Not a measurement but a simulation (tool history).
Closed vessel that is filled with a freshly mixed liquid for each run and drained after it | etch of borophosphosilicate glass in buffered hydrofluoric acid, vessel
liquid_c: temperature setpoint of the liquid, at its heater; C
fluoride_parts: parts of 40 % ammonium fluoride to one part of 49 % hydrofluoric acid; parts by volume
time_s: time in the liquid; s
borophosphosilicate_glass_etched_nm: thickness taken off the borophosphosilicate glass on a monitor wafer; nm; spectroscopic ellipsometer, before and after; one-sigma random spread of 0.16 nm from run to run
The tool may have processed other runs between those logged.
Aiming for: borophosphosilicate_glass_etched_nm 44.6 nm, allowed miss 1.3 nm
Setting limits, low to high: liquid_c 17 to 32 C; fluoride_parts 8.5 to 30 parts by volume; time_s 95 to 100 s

run,day,liquid_c,fluoride_parts,time_s,borophosphosilicate_glass_etched_nm
1,0,24,23.5,95,62.135
2,0.05,24,23.5,95,61.721
3,0.238,24,27.5,95,55.616
4,0.467,24,27.5,100,58.897
5,0.771,24,27.5,95,55.44
6,0.858,24,27.5,95,55.549
7,0.904,22.5,27.5,95,51.177
8,1.021,21.5,27.5,95,48.276

Below are 4 possible settings for the next run. Only one of them brings all results inside the allowed miss of their targets. Which is it?
A,1.138,22,26,100,?
B,1.138,23.5,30,95,?
C,1.138,20,30,100,?
D,1.138,22.5,26,95,?

move,borophosphosilicate_glass_etched_nm
A,54.723
B,51.128
C,44.356
D,53.435
A: the biggest miss grows against the last run
B: the biggest miss grows against the last run
C: each result inside its tolerance
D: the biggest miss grows against the last run
The move that meets every target is C.
